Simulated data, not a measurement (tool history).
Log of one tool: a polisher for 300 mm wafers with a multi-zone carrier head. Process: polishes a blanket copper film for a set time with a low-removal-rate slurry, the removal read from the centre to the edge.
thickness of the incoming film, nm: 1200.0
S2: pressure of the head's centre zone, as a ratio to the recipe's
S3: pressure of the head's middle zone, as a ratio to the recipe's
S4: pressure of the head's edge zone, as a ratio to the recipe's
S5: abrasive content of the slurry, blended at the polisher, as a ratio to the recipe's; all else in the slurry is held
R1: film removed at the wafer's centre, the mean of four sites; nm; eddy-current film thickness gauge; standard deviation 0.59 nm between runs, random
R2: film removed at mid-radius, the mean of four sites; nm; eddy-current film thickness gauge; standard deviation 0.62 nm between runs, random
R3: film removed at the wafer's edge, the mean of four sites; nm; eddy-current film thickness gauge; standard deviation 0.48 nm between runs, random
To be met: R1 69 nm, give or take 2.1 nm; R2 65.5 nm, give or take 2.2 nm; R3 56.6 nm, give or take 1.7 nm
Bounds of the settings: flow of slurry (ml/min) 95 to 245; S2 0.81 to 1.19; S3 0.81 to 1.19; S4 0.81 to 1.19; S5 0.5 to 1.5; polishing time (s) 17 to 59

{"run": 1, "day": 0.0, "flow of slurry (ml/min)": 155, "S2": 1, "S3": 1, "S4": 1, "S5": 1, "polishing time (s)": 38, "R1": 99.913, "R2": 100.41, "R3": 101.3}
{"run": 2, "day": 0.154, "flow of slurry (ml/min)": 155, "S2": 1, "S3": 1.06, "S4": 1, "S5": 1, "polishing time (s)": 38, "R1": 98.497, "R2": 104.51, "R3": 101.77}
{"run": 3, "day": 0.338, "flow of slurry (ml/min)": 160, "S2": 1.02, "S3": 1.06, "S4": 0.97, "S5": 0.9, "polishing time (s)": 35, "R1": 91.701, "R2": 96.102, "R3": 90.436}
{"run": 4, "day": 0.421, "flow of slurry (ml/min)": 160, "S2": 1.02, "S3": 1.06, "S4": 0.97, "S5": 0.75, "polishing time (s)": 35, "R1": 84.883, "R2": 88.905, "R3": 85.689}
{"run": 5, "day": 0.517, "flow of slurry (ml/min)": 160, "S2": 1.02, "S3": 1.13, "S4": 0.97, "S5": 0.75, "polishing time (s)": 35, "R1": 85.747, "R2": 94.101, "R3": 85.56}
{"run": 6, "day": 0.583, "flow of slurry (ml/min)": 160, "S2": 1.04, "S3": 1.12, "S4": 0.95, "S5": 0.7, "polishing time (s)": 33, "R1": 80.452, "R2": 85.383, "R3": 77.241}
{"run": 7, "day": 0.758, "flow of slurry (ml/min)": 160, "S2": 1.04, "S3": 1.12, "S4": 0.95, "S5": 0.7, "polishing time (s)": 33, "R1": 80.1, "R2": 85.401, "R3": 77.237}
{"run": 8, "day": 0.8, "flow of slurry (ml/min)": 155, "S2": 1.06, "S3": 1.12, "S4": 0.92, "S5": 0.65, "polishing time (s)": 32, "R1": 76.719, "R2": 82.063, "R3": 72.679}
{"run": 9, "day": 0.904, "flow of slurry (ml/min)": 155, "S2": 1.08, "S3": 1.11, "S4": 0.9, "S5": 0.6, "polishing time (s)": 31, "R1": 74.643, "R2": 74.932, "R3": 67.174}
{"run": 10, "day": 1.167, "flow of slurry (ml/min)": 150, "S2": 1.09, "S3": 1.11, "S4": 0.88, "S5": 0.6, "polishing time (s)": 31, "R1": 74.826, "R2": 74.757, "R3": 64.952}
{"run": 11, "day": 1.246, "flow of slurry (ml/min)": 140, "S2": 1.09, "S3": 1.1, "S4": 0.87, "S5": 0.6, "polishing time (s)": 31, "R1": 72.44, "R2": 74.118, "R3": 63.542}
{"run": 12, "day": 1.571, "flow of slurry (ml/min)": 135, "S2": 1.1, "S3": 1.08, "S4": 0.86, "S5": 0.6, "polishing time (s)": 31, "R1": 72.314, "R2": 71.919, "R3": 64.647}
{"run": 13, "day": 1.883, "flow of slurry (ml/min)": 130, "S2": 1.11, "S3": 1.08, "S4": 0.85, "S5": 0.6, "polishing time (s)": 31, "R1": 72.476, "R2": 72.158, "R3": 63.559}
{"run": 14, "day": 2.233, "flow of slurry (ml/min)": 130, "S2": 1.12, "S3": 1.08, "S4": 0.84, "S5": 0.6, "polishing time (s)": 31, "R1": 73.897, "R2": 71.5, "R3": 62.649}
{"run": 15, "day": 2.488, "flow of slurry (ml/min)": 125, "S2": 1.13, "S3": 1.08, "S4": 0.83, "S5": 0.6, "polishing time (s)": 31, "R1": 73.374, "R2": 70.579, "R3": 61.956}

Which single option among these 4 for the next run brings every result within its allowed miss of target? Just one does.
{"run": "A", "day": 2.742, "flow of slurry (ml/min)": 115, "S2": 1.11, "S3": 1.02, "S4": 0.96, "S5": 0.5, "polishing time (s)": 31, "R1": "?", "R2": "?", "R3": "?"}
{"run": "B", "day": 2.742, "flow of slurry (ml/min)": 125, "S2": 1.11, "S3": 1.03, "S4": 0.87, "S5": 0.6, "polishing time (s)": 30, "R1": "?", "R2": "?", "R3": "?"}
{"run": "C", "day": 2.742, "flow of slurry (ml/min)": 150, "S2": 1.02, "S3": 1.11, "S4": 0.87, "S5": 0.65, "polishing time (s)": 28, "R1": "?", "R2": "?", "R3": "?"}
{"run": "D", "day": 2.742, "flow of slurry (ml/min)": 135, "S2": 1.15, "S3": 1.08, "S4": 0.81, "S5": 0.55, "polishing time (s)": 29, "R1": "?", "R2": "?", "R3": "?"}

move=A R1=65.097 R2=61.439 R3=60.713
move=B R1=69.602 R2=66.039 R3=61.432
move=C R1=64.585 R2=70.477 R3=60.705
move=D R1=68.662 R2=65.351 R3=56.237
A: better than the last run, though not everything is in spec
B: better than the last run, though not everything is in spec
C: better than the last run, though not everything is in spec
D: hits every target within its allowed miss
Correct choice: D, which meets every target

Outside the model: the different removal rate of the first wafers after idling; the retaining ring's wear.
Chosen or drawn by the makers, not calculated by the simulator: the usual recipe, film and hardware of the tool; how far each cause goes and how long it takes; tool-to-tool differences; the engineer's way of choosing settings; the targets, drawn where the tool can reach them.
